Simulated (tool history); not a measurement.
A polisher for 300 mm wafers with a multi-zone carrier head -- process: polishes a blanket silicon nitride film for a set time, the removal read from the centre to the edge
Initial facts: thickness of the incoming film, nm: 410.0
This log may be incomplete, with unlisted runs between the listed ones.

| run | hour | flow of slurry (ml/min) | pressure of the head's centre zone | pressure of the head's middle zone | pressure of the head's edge zone | polishing time (s) | film removed at the wafer's centre (angstrom) | film removed at mid-radius (angstrom) | film removed at the wafer's edge (angstrom) |
|---|---|---|---|---|---|---|---|---|---|
| 1 | 0.0 | 285 | 1.00 | 1.00 | 1.00 | 42 | 603.58 | 592.70 | 605.03 |
| 2 | 7.7 | 285 | 0.96 | 1.00 | 1.00 | 42 | 576.91 | 590.73 | 612.38 |
| 3 | 15.0 | 285 | 0.96 | 0.97 | 1.00 | 42 | 571.67 | 582.41 | 607.29 |
| 4 | 23.5 | 285 | 0.96 | 0.89 | 1.00 | 42 | 587.25 | 532.24 | 607.32 |
| 5 | 29.8 | 285 | 0.92 | 0.89 | 1.00 | 42 | 557.37 | 549.49 | 608.25 |
| 6 | 30.6 | 285 | 0.92 | 0.93 | 1.00 | 42 | 554.65 | 563.15 | 604.81 |
| 7 | 31.8 | 290 | 0.93 | 0.94 | 0.96 | 39 | 523.39 | 531.10 | 552.02 |

Run 8 comes next. What will it give?
| 8 | 34.1 | 290 | 0.93 | 0.94 | 0.93 | 37 | ? | ? | ? |

Run 8 yielded film removed at the wafer's centre (angstrom) 487.27, film removed at mid-radius (angstrom) 498.62, film removed at the wafer's edge (angstrom) 512.08.

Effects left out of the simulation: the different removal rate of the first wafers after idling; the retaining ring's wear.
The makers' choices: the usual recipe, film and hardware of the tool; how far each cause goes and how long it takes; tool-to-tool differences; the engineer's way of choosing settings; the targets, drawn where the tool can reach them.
